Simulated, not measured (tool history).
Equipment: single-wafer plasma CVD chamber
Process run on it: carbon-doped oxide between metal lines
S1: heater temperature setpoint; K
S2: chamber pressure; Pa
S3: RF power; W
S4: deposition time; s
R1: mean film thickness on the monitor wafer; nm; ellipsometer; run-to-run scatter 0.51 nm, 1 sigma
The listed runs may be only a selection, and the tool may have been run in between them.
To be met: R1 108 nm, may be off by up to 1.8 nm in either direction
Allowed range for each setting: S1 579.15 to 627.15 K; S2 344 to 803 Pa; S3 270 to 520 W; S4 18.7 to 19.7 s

run	hour	S1	S2	S3	S4	R1
1	0	603.15	573	395	19.7	88.747
2	6.1	603.15	573	350	19.7	80.543
3	8.3	603.15	573	325	19.7	75.172
4	11.3	598.15	620	360	19.7	85.206
5	14.2	598.15	664	360	19.7	86.798
6	15.2	594.15	705	375	19.7	91.892
7	18.9	591.15	735	385	19.7	96.048
8	21.8	588.15	755	395	19.7	99.211
9	27.1	586.15	769	400	19.7	101.7
10	35.4	585.15	780	405	19.7	103.02
11	38.4	584.15	787	410	19.7	105.71
12	45.2	583.15	791	410	19.7	105.93

Which single option among these 5 for the next run brings every result within its allowed miss of target? Just one does.
A	52	581.15	795	470	18.7	?
B	52	586.15	783	400	19.5	?
C	52	583.15	772	410	19.3	?
D	52	586.15	793	410	19.6	?
E	52	586.15	803	425	19.7	?

move	R1
A	112.78
B	100.42
C	102.73
D	103.31
E	107.25
A: moves the result that the last run missed by most past its target, out the other side
B: its largest miss is bigger than the last run's
C: its largest miss is bigger than the last run's
D: its largest miss is bigger than the last run's
E: all results land within tolerance of their targets
E meets every target.

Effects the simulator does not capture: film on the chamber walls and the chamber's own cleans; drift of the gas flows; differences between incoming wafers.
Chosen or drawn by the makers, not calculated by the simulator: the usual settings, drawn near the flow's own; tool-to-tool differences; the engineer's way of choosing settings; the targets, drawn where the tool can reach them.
